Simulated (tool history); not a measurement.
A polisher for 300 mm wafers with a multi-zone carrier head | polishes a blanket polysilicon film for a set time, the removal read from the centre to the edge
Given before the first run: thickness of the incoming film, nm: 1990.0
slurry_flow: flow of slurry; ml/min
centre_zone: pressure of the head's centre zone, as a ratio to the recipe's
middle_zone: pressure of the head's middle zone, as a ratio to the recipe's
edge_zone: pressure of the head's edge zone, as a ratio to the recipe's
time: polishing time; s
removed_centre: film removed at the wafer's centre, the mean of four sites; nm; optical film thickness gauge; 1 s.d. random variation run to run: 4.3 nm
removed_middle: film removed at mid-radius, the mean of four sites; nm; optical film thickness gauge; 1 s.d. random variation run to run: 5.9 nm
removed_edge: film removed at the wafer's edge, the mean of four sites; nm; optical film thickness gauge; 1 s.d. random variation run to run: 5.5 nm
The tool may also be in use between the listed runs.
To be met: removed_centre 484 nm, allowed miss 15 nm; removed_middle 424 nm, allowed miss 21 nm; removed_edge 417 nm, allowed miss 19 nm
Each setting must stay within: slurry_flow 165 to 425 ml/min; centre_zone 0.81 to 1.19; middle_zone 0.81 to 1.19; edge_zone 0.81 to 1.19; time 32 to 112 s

| run | hour | slurry_flow | centre_zone | middle_zone | edge_zone | time | removed_centre | removed_middle | removed_edge |
|---|---|---|---|---|---|---|---|---|---|
| 1 | 0 | 275 | 1 | 1 | 1 | 72 | 789.3 | 783.44 | 780.24 |
| 2 | 3.5 | 275 | 0.97 | 1 | 1 | 72 | 759.02 | 760.42 | 790.94 |
| 3 | 11.6 | 245 | 0.97 | 1 | 1 | 72 | 738.34 | 745.37 | 759.28 |
| 4 | 20.5 | 245 | 0.97 | 1 | 1 | 65 | 685.24 | 686.26 | 709.61 |
| 5 | 24.9 | 220 | 0.99 | 0.99 | 0.95 | 55 | 580.53 | 584.3 | 585.17 |
| 6 | 31.6 | 220 | 1.07 | 0.99 | 0.95 | 55 | 631.78 | 577.32 | 570.43 |
| 7 | 36.2 | 220 | 1.07 | 0.99 | 0.95 | 55 | 636.5 | 585.27 | 574.3 |
| 8 | 44.6 | 215 | 1.08 | 0.97 | 0.92 | 49 | 576.15 | 501.24 | 515.66 |
| 9 | 46.5 | 210 | 1.08 | 0.98 | 0.89 | 46 | 530.84 | 484.83 | 471.31 |
| 10 | 48.6 | 210 | 1.08 | 0.97 | 0.87 | 45 | 520.45 | 455.44 | 450.45 |
| 11 | 50.8 | 205 | 1.04 | 0.96 | 0.81 | 42 | 464.72 | 426.25 | 417.43 |

Which of these 4 next moves meets every target?
| A | 53 | 180 | 1.16 | 1.05 | 0.85 | 42 | ? | ? | ? |
| B | 53 | 190 | 0.99 | 0.88 | 0.85 | 43 | ? | ? | ? |
| C | 53 | 165 | 1.08 | 0.94 | 0.81 | 43 | ? | ? | ? |
| D | 53 | 165 | 0.98 | 0.85 | 0.84 | 45 | ? | ? | ? |

| move | removed_centre | removed_middle | removed_edge |
|---|---|---|---|
| A | 520.73 | 455.69 | 414.49 |
| B | 455.74 | 404.09 | 426.46 |
| C | 492.59 | 422.75 | 416.28 |
| D | 467.14 | 407.21 | 441.6 |
A: moves the result that the last run missed by most past its target, out the other side
B: lands further from the targets than the last run did
C: each result inside its tolerance
D: as far off as the last run
C is the move that brings every result within its allowed miss.
